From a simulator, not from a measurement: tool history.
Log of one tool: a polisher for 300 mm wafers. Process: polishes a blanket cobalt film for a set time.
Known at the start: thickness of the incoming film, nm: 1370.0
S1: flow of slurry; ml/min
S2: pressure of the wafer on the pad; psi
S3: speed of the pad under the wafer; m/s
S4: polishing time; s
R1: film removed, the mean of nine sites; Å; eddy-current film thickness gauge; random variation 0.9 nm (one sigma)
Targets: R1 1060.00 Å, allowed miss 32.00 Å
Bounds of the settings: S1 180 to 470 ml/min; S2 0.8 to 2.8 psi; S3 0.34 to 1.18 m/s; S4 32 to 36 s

Run 1, day 0.000: S1 300 ml/min, S2 1.8 psi, S3 0.76 m/s, S4 36 s. Result: R1 1316.60 Å.
Run 2, day 0.096: S1 300 ml/min, S2 1.7 psi, S3 0.76 m/s, S4 36 s. Result: R1 1228.90 Å.
Run 3, day 0.229: S1 300 ml/min, S2 1.7 psi, S3 0.62 m/s, S4 36 s. Result: R1 1010.70 Å.
Run 4, day 0.558: S1 300 ml/min, S2 1.4 psi, S3 0.62 m/s, S4 36 s. Result: R1 835.51 Å.
Run 5, day 0.908: S1 300 ml/min, S2 1.4 psi, S3 0.62 m/s, S4 32 s. Result: R1 739.71 Å.
Run 6, day 0.967: S1 300 ml/min, S2 1.5 psi, S3 0.62 m/s, S4 32 s. Result: R1 782.17 Å.
Run 7, day 1.033: S1 300 ml/min, S2 1.6 psi, S3 0.62 m/s, S4 32 s. Result: R1 829.10 Å.
Run 8, day 1.212: S1 300 ml/min, S2 1.7 psi, S3 0.62 m/s, S4 32 s. Result: R1 896.42 Å.
Run 9, day 1.400: S1 300 ml/min, S2 1.7 psi, S3 0.62 m/s, S4 32 s. Result: R1 889.37 Å.
Run 10, day 1.621: S1 300 ml/min, S2 1.9 psi, S3 0.62 m/s, S4 32 s. Result: R1 1004.50 Å.

Which of these 4 next moves meets every target?
Run A, day 1.842: S1 260 ml/min, S2 2.0 psi, S3 0.60 m/s, S4 34 s. Result: R1 ?.
Run B, day 1.842: S1 295 ml/min, S2 1.8 psi, S3 0.60 m/s, S4 33 s. Result: R1 ?.
Run C, day 1.842: S1 270 ml/min, S2 1.9 psi, S3 0.56 m/s, S4 35 s. Result: R1 ?.
Run D, day 1.842: S1 250 ml/min, S2 1.7 psi, S3 0.66 m/s, S4 32 s. Result: R1 ?.

move       R1
   A  1062.50
   B   943.69
   C   977.98
   D   931.90
A: meets every target
B: further off than the last run
C: further off than the last run
D: further off than the last run
Move A is the one to make.
